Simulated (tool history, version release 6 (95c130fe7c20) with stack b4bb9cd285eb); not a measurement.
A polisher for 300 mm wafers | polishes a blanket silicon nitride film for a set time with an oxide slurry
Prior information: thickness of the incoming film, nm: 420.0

| run | hour | flow of slurry (ml/min) | pressure of the wafer on the pad (psi) | speed of the pad under the wafer (cm/s) | abrasive content of the slurry | polishing time (s) | film removed (Å) |
|---|---|---|---|---|---|---|---|
| 1 | 0 | 175 | 2.4 | 98 | 1 | 27 | 141.72 |
| 2 | 3 | 175 | 2.7 | 98 | 1 | 27 | 161.6 |
| 3 | 10.2 | 175 | 2.7 | 98 | 1.15 | 27 | 169.84 |
| 4 | 15.8 | 175 | 2.5 | 98 | 1.15 | 27 | 155.14 |
| 5 | 19.8 | 175 | 2.5 | 98 | 1.05 | 27 | 150.06 |
| 6 | 26.2 | 175 | 2.6 | 98 | 1.05 | 27 | 156.16 |

Estimate the outcome of run 7 from the log above:
|  | 28.1 | head pressure recalibrated |
| 7 | 28.1 | 175 | 2.7 | 98 | 1.05 | 27 | ? |

film removed (Å): 156.94
